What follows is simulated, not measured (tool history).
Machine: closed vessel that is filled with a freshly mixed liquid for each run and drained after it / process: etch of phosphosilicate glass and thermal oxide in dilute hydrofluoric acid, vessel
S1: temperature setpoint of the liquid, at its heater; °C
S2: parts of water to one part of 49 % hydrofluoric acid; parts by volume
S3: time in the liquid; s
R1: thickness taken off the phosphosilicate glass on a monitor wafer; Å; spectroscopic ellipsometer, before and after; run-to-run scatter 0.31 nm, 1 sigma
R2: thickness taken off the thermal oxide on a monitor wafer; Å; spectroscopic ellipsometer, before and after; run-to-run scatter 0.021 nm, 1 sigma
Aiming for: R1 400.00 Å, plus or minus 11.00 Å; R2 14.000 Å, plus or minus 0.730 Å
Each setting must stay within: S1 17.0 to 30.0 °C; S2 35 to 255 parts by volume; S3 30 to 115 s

Run 1, hour 0.0: S1 22.0 °C, S2 145 parts by volume, S3 60 s. Result: R1 441.64 Å, R2 15.273 Å.
Run 2, hour 4.6: S1 24.0 °C, S2 145 parts by volume, S3 60 s. Result: R1 477.98 Å, R2 16.892 Å.
Run 3, hour 9.6: S1 24.0 °C, S2 110 parts by volume, S3 60 s. Result: R1 662.31 Å, R2 22.416 Å.
Run 4, hour 16.1: S1 22.5 °C, S2 110 parts by volume, S3 60 s. Result: R1 623.24 Å, R2 21.764 Å.
Run 5, hour 18.0: S1 25.0 °C, S2 110 parts by volume, S3 60 s. Result: R1 688.44 Å, R2 23.810 Å.
Run 6, hour 26.7: S1 25.0 °C, S2 90 parts by volume, S3 60 s. Result: R1 852.69 Å, R2 30.699 Å.
Run 7, hour 34.9: S1 22.5 °C, S2 105 parts by volume, S3 60 s. Result: R1 644.95 Å, R2 22.586 Å.
Run 8, hour 40.3: S1 20.5 °C, S2 115 parts by volume, S3 60 s. Result: R1 541.14 Å, R2 18.708 Å.
Run 9, hour 43.9: S1 19.5 °C, S2 120 parts by volume, S3 60 s. Result: R1 500.46 Å, R2 17.310 Å.
Run 10, hour 48.6: S1 18.5 °C, S2 125 parts by volume, S3 60 s. Result: R1 454.86 Å, R2 15.796 Å.

4 candidate next runs follow, results not yet known. Just one meets every target within its allowed miss. Identify it.
Run A, hour 53.3: S1 17.0 °C, S2 135 parts by volume, S3 80 s. Result: R1 ?, R2 ?.
Run B, hour 53.3: S1 17.0 °C, S2 220 parts by volume, S3 115 s. Result: R1 ?, R2 ?.
Run C, hour 53.3: S1 17.5 °C, S2 125 parts by volume, S3 55 s. Result: R1 ?, R2 ?.
Run D, hour 53.3: S1 18.5 °C, S2 100 parts by volume, S3 55 s. Result: R1 ?, R2 ?.

move      R1      R2
   A  525.42  18.388
   B  426.23  14.917
   C  402.43  14.084
   D  538.89  18.860
A: the biggest miss grows against the last run
B: gains on the last run, yet a result remains outside its allowed miss
C: each result inside its tolerance
D: the biggest miss grows against the last run
Correct choice: C, which meets every target
